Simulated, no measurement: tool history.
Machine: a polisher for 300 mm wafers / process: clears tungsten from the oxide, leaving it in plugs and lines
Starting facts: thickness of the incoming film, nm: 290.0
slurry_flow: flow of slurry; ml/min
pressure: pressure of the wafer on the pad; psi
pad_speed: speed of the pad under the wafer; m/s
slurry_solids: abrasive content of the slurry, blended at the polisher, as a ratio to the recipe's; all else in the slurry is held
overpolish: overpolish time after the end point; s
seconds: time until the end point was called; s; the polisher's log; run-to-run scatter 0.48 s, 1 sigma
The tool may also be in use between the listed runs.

run	hour	slurry_flow	pressure	pad_speed	slurry_solids	overpolish	seconds
1	0	250	4.5	0.92	1	8	46.876
2	6.6	250	4.9	0.94	1	8	43.402
3	9.1	250	5.2	0.98	1	8	39.549
4	12.2	250	5.2	0.98	1	8	39.5
5	17.4	250	5.5	1	1	8	36.781
6	22.8	250	5.5	1	1	8	36.404
7	29.3	250	5.7	1.02	1	8	34.212
8	38	250	5.9	1.04	1	8	33.532
9	39.1	250	6.1	1.06	1	8	31.029
10	45.9	250	6.3	1.06	1	8	31.373

Predict the results of run 11:
11	48	250	6.4	1.08	1	8	?

Run 11 gave seconds 28.686 s.

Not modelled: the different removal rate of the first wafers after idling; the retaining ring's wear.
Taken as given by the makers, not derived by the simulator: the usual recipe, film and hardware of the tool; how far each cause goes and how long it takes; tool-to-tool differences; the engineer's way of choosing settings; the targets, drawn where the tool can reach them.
